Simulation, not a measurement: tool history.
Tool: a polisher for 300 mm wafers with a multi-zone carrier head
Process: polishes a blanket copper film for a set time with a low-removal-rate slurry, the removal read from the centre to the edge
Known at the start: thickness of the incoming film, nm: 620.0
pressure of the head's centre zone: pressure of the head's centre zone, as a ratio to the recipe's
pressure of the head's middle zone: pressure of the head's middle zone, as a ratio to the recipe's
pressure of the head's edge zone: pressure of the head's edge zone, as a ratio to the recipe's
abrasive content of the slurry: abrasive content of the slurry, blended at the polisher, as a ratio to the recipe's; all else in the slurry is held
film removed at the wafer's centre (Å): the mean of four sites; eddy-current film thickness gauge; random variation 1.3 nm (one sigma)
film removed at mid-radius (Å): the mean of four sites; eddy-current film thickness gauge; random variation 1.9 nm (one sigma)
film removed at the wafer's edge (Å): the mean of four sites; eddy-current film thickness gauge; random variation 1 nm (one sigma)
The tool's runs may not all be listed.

run  hour  flow of slurry (ml/min)  pressure of the head's centre zone  pressure of the head's middle zone  pressure of the head's edge zone  abrasive content of the slurry  polishing time (s)  film removed at the wafer's centre (Å)  film removed at mid-radius (Å)  film removed at the wafer's edge (Å)
  1   0.0                      210                                1.00                                1.00                              1.00                            1.00                  70                                  1435.6                          1366.9                                1408.5
  2   0.6                      250                                1.00                                1.00                              1.00                            1.00                  70                                  1462.1                          1408.4                                1424.1
  3   9.0                      250                                1.00                                0.96                              1.00                            1.00                  70                                  1452.6                          1365.4                                1427.3
  4  15.7                      255                                1.00                                0.99                              1.02                            1.05                  70                                  1476.3                          1417.3                                1464.4
  5  18.9                      255                                1.00                                0.99                              1.02                            1.05                  54                                  1147.4                          1116.3                                1144.2
  6  26.9                      255                                0.95                                0.99                              1.02                            1.05                  54                                  1065.9                          1108.0                                1114.8
  7  35.3                      260                                0.96                                1.02                              1.04                            1.10                  56                                  1167.1                          1204.7                                1200.2
  8  39.7                      280                                0.93                                1.12                              1.14                            1.35                  63                                  1305.9                          1521.1                                1469.2
  9  42.5                      285                                0.94                                1.13                              1.14                            1.35                  63                                  1331.7                          1518.9                                1473.4

Run 10 comes next. What will it give?
 10  44.4                      285                                0.95                                1.14                              1.14                            1.35                  64                                       ?                               ?                                     ?

Run 10 gave film removed at the wafer's centre (Å) 1371.8, film removed at mid-radius (Å) 1553.2, film removed at the wafer's edge (Å) 1496.8.
